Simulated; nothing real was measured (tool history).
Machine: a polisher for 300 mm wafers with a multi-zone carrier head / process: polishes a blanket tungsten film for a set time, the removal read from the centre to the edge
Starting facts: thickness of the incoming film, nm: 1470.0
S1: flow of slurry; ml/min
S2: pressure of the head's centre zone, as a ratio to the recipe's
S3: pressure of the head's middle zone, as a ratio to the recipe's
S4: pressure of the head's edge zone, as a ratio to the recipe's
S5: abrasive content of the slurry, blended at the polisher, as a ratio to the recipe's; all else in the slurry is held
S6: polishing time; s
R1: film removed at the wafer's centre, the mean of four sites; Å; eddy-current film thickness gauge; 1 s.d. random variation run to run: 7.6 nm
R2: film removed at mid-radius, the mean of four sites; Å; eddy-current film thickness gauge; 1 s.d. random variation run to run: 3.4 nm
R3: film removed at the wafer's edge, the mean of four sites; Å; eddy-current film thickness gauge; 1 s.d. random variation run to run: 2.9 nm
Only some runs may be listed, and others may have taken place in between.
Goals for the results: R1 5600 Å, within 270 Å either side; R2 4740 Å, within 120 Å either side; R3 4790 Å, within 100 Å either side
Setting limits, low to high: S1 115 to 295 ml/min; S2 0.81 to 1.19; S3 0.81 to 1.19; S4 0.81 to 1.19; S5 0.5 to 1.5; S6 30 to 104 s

run 1 day=0 | S1=190 S2=1 S3=1 S4=1 S5=1 S6=67 | R1=3845.3 R2=4043.5 R3=4124.2
run 2 day=0.171 | S1=190 S2=1 S3=1 S4=1 S5=0.9 S6=67 | R1=3954.2 R2=3912.9 R3=4034.8
run 3 day=0.279 | S1=190 S2=1 S3=1 S4=1 S5=1.1 S6=67 | R1=3990.4 R2=4130.9 R3=4269.1
run 4 day=0.392 | S1=210 S2=1.04 S3=1 S4=1 S5=1.15 S6=67 | R1=4280.3 R2=4248 R3=4299
run 5 day=0.642 | S1=220 S2=1.07 S3=1 S4=1.03 S5=1.2 S6=67 | R1=4491.1 R2=4335.9 R3=4462.3
run 6 day=0.712 | S1=220 S2=1 S3=1 S4=1.03 S5=1.2 S6=67 | R1=4315.2 R2=4340.4 R3=4441.9
run 7 day=0.833 | S1=270 S2=1.1 S3=0.96 S4=0.93 S5=1.45 S6=68 | R1=5097.6 R2=4549.6 R3=4620.5
run 8 day=1.012 | S1=275 S2=1.12 S3=0.96 S4=0.94 S5=1.45 S6=68 | R1=5267.8 R2=4585.4 R3=4650.5
run 9 day=1.283 | S1=275 S2=1.13 S3=0.96 S4=0.95 S5=1.45 S6=68 | R1=5115.7 R2=4580 R3=4678.2

Exercise: of the 5 proposed moves below, exactly one satisfies all targets within the stated allowed misses. Which move is it?
run A day=1.554 | S1=295 S2=1 S3=1.16 S4=1.04 S5=1.1 S6=66 | R1=? R2=? R3=?
run B day=1.554 | S1=285 S2=1.16 S3=0.97 S4=0.98 S5=1.5 S6=65 | R1=? R2=? R3=?
run C day=1.554 | S1=295 S2=1.15 S3=1 S4=0.99 S5=1.3 S6=67 | R1=? R2=? R3=?
run D day=1.554 | S1=285 S2=1.1 S3=0.86 S4=0.85 S5=1.5 S6=72 | R1=? R2=? R3=?
run E day=1.554 | S1=260 S2=1.18 S3=0.98 S4=0.97 S5=1.5 S6=69 | R1=? R2=? R3=?

move=A R1=4160.1 R2=4779 R3=4404.3
move=B R1=5150.7 R2=4430.6 R3=4583.7
move=C R1=5081.6 R2=4512.3 R3=4576.5
move=D R1=5404.5 R2=4481.1 R3=4760.6
move=E R1=5510.2 R2=4699.8 R3=4810.2
A: further off than the last run
B: further off than the last run
C: further off than the last run
D: the furthest-off result lands on target, but another misses its tolerance
E: each result inside its tolerance
The right move is E.
